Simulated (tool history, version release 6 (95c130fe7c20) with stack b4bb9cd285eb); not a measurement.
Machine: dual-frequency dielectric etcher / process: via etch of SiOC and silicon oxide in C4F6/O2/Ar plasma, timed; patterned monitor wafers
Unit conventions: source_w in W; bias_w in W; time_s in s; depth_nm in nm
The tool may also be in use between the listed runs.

{"run": 1, "day": 0.0, "source_w": 410, "bias_w": 205, "time_s": 64, "depth_nm": 80.001}
{"run": 2, "day": 0.025, "source_w": 380, "bias_w": 200, "time_s": 64, "depth_nm": 77.373}
{"run": 3, "day": 0.108, "source_w": 380, "bias_w": 225, "time_s": 64, "depth_nm": 81.456}
{"run": 4, "day": 0.308, "source_w": 350, "bias_w": 216, "time_s": 64, "depth_nm": 77.881}
{"run": 5, "day": 0.329, "source_w": 350, "bias_w": 216, "time_s": 64, "depth_nm": 77.742}
{"run": 6, "day": 0.396, "source_w": 330, "bias_w": 211, "time_s": 64, "depth_nm": 74.637}
{"run": 7, "day": 0.754, "source_w": 320, "bias_w": 210, "time_s": 64, "depth_nm": 74.203}
{"run": 8, "day": 0.967, "source_w": 310, "bias_w": 208, "time_s": 64, "depth_nm": 72.926}

Predict the results of run 9:
{"run": 9, "day": 1.212, "source_w": 300, "bias_w": 207, "time_s": 64, "depth_nm": "?"}

{"run 9": {"depth_nm": 71.674}}
